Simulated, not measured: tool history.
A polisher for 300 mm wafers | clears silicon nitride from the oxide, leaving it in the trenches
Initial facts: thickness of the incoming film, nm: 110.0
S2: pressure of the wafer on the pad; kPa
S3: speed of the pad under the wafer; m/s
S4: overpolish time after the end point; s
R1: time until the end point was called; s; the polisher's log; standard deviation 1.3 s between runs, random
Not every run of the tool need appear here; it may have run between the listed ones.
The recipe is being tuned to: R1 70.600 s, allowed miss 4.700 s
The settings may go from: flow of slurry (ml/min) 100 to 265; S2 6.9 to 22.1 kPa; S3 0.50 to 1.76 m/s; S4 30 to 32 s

{"run": 1, "hour": 0.0, "flow of slurry (ml/min)": 170, "S2": 14.5, "S3": 1.12, "S4": 30, "R1": 145.6}
{"run": 2, "hour": 7.8, "flow of slurry (ml/min)": 170, "S2": 15.9, "S3": 1.18, "S4": 30, "R1": 128.78}
{"run": 3, "hour": 15.8, "flow of slurry (ml/min)": 205, "S2": 15.9, "S3": 1.18, "S4": 30, "R1": 124.98}
{"run": 4, "hour": 17.8, "flow of slurry (ml/min)": 205, "S2": 15.9, "S3": 0.98, "S4": 30, "R1": 141.67}
{"run": 5, "hour": 26.4, "flow of slurry (ml/min)": 210, "S2": 17.2, "S3": 1.06, "S4": 30, "R1": 122.89}
{"run": 6, "hour": 27.3, "flow of slurry (ml/min)": 210, "S2": 20.7, "S3": 1.06, "S4": 30, "R1": 107.09}
{"run": 7, "hour": 31.9, "flow of slurry (ml/min)": 220, "S2": 22.1, "S3": 1.38, "S4": 30, "R1": 77.774}
{"run": 8, "hour": 38.8, "flow of slurry (ml/min)": 220, "S2": 22.1, "S3": 1.4, "S4": 30, "R1": 78.414}
{"run": 9, "hour": 45.8, "flow of slurry (ml/min)": 220, "S2": 22.1, "S3": 1.44, "S4": 30, "R1": 79.534}

Below are 4 possible settings for the next run. Only one of them brings all results inside the allowed miss of their targets. Which is it?
{"run": "A", "hour": 52.8, "flow of slurry (ml/min)": 220, "S2": 20.0, "S3": 1.48, "S4": 31, "R1": "?"}
{"run": "B", "hour": 52.8, "flow of slurry (ml/min)": 250, "S2": 17.9, "S3": 1.6, "S4": 32, "R1": "?"}
{"run": "C", "hour": 52.8, "flow of slurry (ml/min)": 220, "S2": 20.0, "S3": 1.76, "S4": 31, "R1": "?"}
{"run": "D", "hour": 52.8, "flow of slurry (ml/min)": 240, "S2": 22.1, "S3": 1.3, "S4": 30, "R1": "?"}

move=A R1=83.725
move=B R1=86.074
move=C R1=72.271
move=D R1=83.884
A: moves away from the targets compared with the last run
B: moves away from the targets compared with the last run
C: every result within its allowed miss
D: moves away from the targets compared with the last run
The right move is C.
